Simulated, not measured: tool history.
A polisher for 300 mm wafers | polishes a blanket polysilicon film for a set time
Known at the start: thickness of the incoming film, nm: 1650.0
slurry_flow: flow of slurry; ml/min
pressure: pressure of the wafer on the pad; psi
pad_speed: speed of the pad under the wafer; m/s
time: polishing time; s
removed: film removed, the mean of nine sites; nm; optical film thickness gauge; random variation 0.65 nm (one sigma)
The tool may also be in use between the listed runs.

run	hour	slurry_flow	pressure	pad_speed	time	removed
1	0.0	230	1.7	0.92	20	83.381
2	5.6	230	1.7	1.10	20	99.084
3	7.0	230	1.6	1.10	20	92.454
4	11.2	285	1.6	1.10	20	95.336
5	13.1	285	1.8	1.10	20	106.790
6	19.5	285	1.7	1.10	20	101.950
7	24.9	285	1.6	1.10	20	93.649
8	27.6	285	1.5	1.10	20	89.158

Run 9 comes next. What will it give?
9	30.6	285	1.4	1.10	20	?

removed: 83.194 nm
